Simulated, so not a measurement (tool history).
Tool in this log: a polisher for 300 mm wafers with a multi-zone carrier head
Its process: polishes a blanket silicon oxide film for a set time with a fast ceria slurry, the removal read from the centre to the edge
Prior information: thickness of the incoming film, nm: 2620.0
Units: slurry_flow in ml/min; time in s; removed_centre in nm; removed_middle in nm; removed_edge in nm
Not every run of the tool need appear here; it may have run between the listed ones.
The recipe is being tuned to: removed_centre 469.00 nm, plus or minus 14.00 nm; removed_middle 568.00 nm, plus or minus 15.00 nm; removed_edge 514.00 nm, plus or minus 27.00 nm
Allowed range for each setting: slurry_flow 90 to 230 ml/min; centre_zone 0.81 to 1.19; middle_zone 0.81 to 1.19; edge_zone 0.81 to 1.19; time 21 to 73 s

run,hour,slurry_flow,centre_zone,middle_zone,edge_zone,time,removed_centre,removed_middle,removed_edge
1,0.0,150,1.00,1.00,1.00,47,389.36,401.24,397.77
2,5.0,150,1.00,1.00,1.00,58,480.29,493.20,500.10
3,6.7,150,0.95,1.00,1.00,58,460.21,492.61,504.23
4,11.7,150,0.95,0.96,1.00,58,464.20,477.68,486.95
5,18.5,130,0.95,0.96,1.00,58,448.02,466.22,496.44
6,26.7,140,0.94,0.98,1.00,58,455.24,486.00,496.03
7,31.1,180,0.87,1.07,1.03,58,440.68,546.46,502.40
8,38.2,185,0.87,1.07,1.03,58,447.23,531.79,506.92
9,43.8,190,0.87,1.08,1.03,58,447.27,551.15,507.42
10,47.2,195,0.87,1.08,1.03,58,446.48,553.06,519.21
11,48.9,195,0.88,1.08,1.02,58,450.78,549.21,504.50
12,53.4,200,0.89,1.09,1.03,58,463.16,549.23,508.32

Below are 4 possible settings for the next run. Only one of them brings all results inside the allowed miss of their targets. Which is it?
A,57.9,195,0.93,1.05,1.07,57,?,?,?
B,57.9,185,0.89,1.11,0.99,59,?,?,?
C,57.9,210,0.89,1.11,0.90,55,?,?,?
D,57.9,205,0.88,1.13,1.02,56,?,?,?

move,removed_centre,removed_middle,removed_edge
A,469.27,520.14,510.49
B,465.86,560.83,510.10
C,442.26,531.41,465.07
D,444.92,547.74,494.25
A: moves away from the targets compared with the last run
B: hits every target within its allowed miss
C: moves away from the targets compared with the last run
D: moves away from the targets compared with the last run
B is the move that brings every result within its allowed miss.

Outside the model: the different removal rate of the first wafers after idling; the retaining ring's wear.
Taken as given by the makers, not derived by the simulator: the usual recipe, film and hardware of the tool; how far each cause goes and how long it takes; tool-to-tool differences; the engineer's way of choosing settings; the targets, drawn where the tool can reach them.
